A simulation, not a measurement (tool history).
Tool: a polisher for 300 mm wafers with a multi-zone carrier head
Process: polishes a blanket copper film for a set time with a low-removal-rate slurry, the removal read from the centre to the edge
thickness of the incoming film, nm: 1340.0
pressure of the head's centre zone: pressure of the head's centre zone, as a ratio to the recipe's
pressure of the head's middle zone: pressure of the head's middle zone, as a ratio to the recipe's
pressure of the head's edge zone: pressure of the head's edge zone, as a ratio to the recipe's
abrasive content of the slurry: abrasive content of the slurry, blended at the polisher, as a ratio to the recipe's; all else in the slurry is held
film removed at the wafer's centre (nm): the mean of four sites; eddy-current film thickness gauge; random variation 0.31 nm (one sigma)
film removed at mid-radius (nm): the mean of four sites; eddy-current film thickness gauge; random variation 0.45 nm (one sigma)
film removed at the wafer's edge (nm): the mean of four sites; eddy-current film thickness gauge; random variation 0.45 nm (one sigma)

run    day  flow of slurry (ml/min)  pressure of the head's centre zone  pressure of the head's middle zone  pressure of the head's edge zone  abrasive content of the slurry  polishing time (s)  film removed at the wafer's centre (nm)  film removed at mid-radius (nm)  film removed at the wafer's edge (nm)
  1      0                      250                                   1                                   1                                 1                               1                  40                                   75.043                           76.147                                 77.285
  2  0.033                      245                                0.98                                0.98                              0.98                             0.9                  39                                   70.654                           70.325                                 71.783
  3  0.271                      245                                0.95                                0.98                              0.98                             0.9                  39                                   66.943                           70.476                                 72.183
  4  0.317                      240                                0.93                                0.96                              0.96                            0.85                  39                                    66.45                           68.313                                 70.249
  5  0.558                      240                                0.93                                 0.9                              0.96                            0.85                  39                                   64.931                           65.149                                 71.093
  6  0.679                      195                                0.93                                 0.9                              0.96                            0.85                  39                                   63.164                           63.945                                 68.925
  7  0.775                      190                                0.91                                0.89                              0.94                             0.8                  39                                    60.99                           61.688                                 67.723

Forecast run 8:
  8  1.1                      205                                0.86                                0.93                              0.84                            0.55                  35                                        ?                                ?                                      ?

film removed at the wafer's centre (nm): 49.625
film removed at mid-radius (nm): 54.892
film removed at the wafer's edge (nm): 54.914
